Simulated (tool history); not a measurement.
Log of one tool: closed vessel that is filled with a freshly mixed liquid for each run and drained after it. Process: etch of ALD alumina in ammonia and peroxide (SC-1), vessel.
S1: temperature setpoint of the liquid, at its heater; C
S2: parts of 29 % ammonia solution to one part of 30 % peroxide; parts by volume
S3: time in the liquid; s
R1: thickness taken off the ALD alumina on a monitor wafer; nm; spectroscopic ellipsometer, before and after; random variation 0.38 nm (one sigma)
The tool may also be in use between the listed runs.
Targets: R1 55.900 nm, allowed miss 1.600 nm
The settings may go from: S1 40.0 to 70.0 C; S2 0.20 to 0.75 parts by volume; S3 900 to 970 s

run  hour    S1    S2   S3      R1
  1   0.0  56.0  0.45  900  67.783
  2   6.8  62.0  0.45  900  92.950
  3   8.6  62.0  0.40  900  92.610
  4  14.1  60.0  0.40  900  84.079
  5  21.2  57.0  0.40  900  71.620
  6  26.4  56.0  0.40  900  67.709
  7  32.6  55.0  0.40  900  64.394
  8  41.4  54.5  0.40  900  62.067

4 next moves are on the table. One of them brings every result within its allowed miss. Which?
  A  50.2  56.0  0.40  910   ?
  B  50.2  56.5  0.40  965   ?
  C  50.2  53.5  0.30  970   ?
  D  50.2  51.0  0.40  970   ?

move      R1
   A  67.852
   B  73.873
   C  61.613
   D  55.302
A: further off than the last run
B: further off than the last run
C: nearer than the last run, and not there yet
D: meets every target
The right move is D.
